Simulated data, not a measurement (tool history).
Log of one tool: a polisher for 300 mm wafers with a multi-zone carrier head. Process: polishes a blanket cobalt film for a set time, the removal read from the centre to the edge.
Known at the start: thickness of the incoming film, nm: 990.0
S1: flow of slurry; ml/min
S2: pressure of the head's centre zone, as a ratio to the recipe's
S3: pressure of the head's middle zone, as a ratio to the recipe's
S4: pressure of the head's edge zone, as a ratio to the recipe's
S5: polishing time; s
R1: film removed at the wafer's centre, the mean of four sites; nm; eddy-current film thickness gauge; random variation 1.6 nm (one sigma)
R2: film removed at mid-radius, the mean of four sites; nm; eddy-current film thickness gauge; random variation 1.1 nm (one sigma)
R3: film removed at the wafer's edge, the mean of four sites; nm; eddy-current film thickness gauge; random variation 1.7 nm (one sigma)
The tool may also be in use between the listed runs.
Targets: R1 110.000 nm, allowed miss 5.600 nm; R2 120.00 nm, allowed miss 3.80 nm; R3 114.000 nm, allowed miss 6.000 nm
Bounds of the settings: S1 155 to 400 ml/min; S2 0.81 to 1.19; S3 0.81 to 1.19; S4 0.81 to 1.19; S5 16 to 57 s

run,day,S1,S2,S3,S4,S5,R1,R2,R3
1,0.000,255,1.00,1.00,1.00,36,186.640,190.69,190.620
2,0.246,255,0.94,1.00,1.00,36,171.760,188.01,196.020
3,0.558,255,1.00,1.00,1.00,36,185.970,188.31,186.790
4,0.796,255,0.99,1.00,0.99,34,177.060,179.58,178.930
5,1.083,255,0.98,1.01,0.98,32,166.040,168.88,169.830
6,1.288,255,0.98,1.08,0.98,32,168.500,179.28,167.760
7,1.646,255,0.98,1.08,0.98,32,168.490,181.01,164.850
8,1.892,255,0.98,1.08,0.98,32,164.920,177.31,169.690
9,2.200,255,0.97,1.08,0.97,30,153.630,168.72,154.860
10,2.379,255,0.96,1.07,0.96,29,151.020,160.79,152.390
11,2.425,255,0.95,1.07,0.95,28,138.770,157.17,147.320
12,2.525,255,0.95,1.06,0.94,27,137.040,149.98,142.240
13,2.638,255,0.95,1.06,0.93,26,128.900,145.22,136.910
14,2.879,250,0.97,0.99,0.83,21,105.760,109.90,105.220
15,3.088,290,0.95,1.04,0.91,21,108.140,116.96,106.960
16,3.125,285,0.95,1.04,0.91,21,106.190,115.82,108.820

4 next moves are on the table. One of them brings every result within its allowed miss. Which?
A,3.162,320,0.97,1.14,0.85,19,?,?,?
B,3.162,265,0.94,1.03,0.92,22,?,?,?
C,3.162,360,0.94,1.12,0.86,19,?,?,?
D,3.162,295,0.93,1.08,0.92,20,?,?,?

move,R1,R2,R3
A,100.210,113.52,96.437
B,110.090,118.02,114.110
C,98.679,113.14,97.830
D,100.540,113.11,104.630
A: further off than the last run
B: meets every target
C: further off than the last run
D: further off than the last run
Move B is the one to make.

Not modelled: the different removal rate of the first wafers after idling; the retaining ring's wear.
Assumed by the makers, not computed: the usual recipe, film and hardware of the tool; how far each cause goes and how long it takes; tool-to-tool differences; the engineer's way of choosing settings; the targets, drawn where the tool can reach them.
